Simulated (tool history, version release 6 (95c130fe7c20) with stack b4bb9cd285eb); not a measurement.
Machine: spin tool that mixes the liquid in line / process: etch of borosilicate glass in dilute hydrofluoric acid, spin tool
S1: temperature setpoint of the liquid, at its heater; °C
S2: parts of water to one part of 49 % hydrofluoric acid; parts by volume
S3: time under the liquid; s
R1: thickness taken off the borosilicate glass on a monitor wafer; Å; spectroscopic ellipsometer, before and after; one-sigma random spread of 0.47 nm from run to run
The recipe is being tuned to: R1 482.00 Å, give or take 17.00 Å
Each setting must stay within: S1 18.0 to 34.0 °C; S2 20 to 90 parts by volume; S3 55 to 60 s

run	hour	S1	S2	S3	R1
1	0.0	26.0	50	55	691.01
2	4.6	28.0	50	55	741.30
3	10.9	28.0	45	55	819.19
4	12.9	26.5	45	55	784.49
5	17.0	26.5	30	55	1195.40
6	21.4	29.0	30	55	1355.40
7	27.9	27.0	35	55	1052.60
8	36.2	25.5	40	55	848.65
9	43.8	24.0	40	55	784.89
10	46.9	24.0	40	55	786.21
11	47.6	23.0	40	55	766.73
12	50.9	22.0	40	55	735.70
13	52.6	21.0	40	55	703.67
14	58.5	20.5	40	55	692.67
15	64.4	20.0	40	55	679.79
16	68.2	19.5	40	55	660.11
17	72.7	19.0	40	55	647.43
18	78.2	18.5	45	55	560.09

Exercise: of the 5 proposed moves below, exactly one satisfies all targets within the stated allowed misses. Which move is it?
A	83.7	22.5	50	55	?
B	83.7	18.0	45	60	?
C	83.7	18.5	45	60	?
D	83.7	18.0	55	60	?
E	83.7	21.5	50	60	?

move	R1
A	582.51
B	586.19
C	599.03
D	474.65
E	609.36
A: lands further from the targets than the last run did
B: lands further from the targets than the last run did
C: lands further from the targets than the last run did
D: every result within its allowed miss
E: lands further from the targets than the last run did
Go with D: it meets all targets.
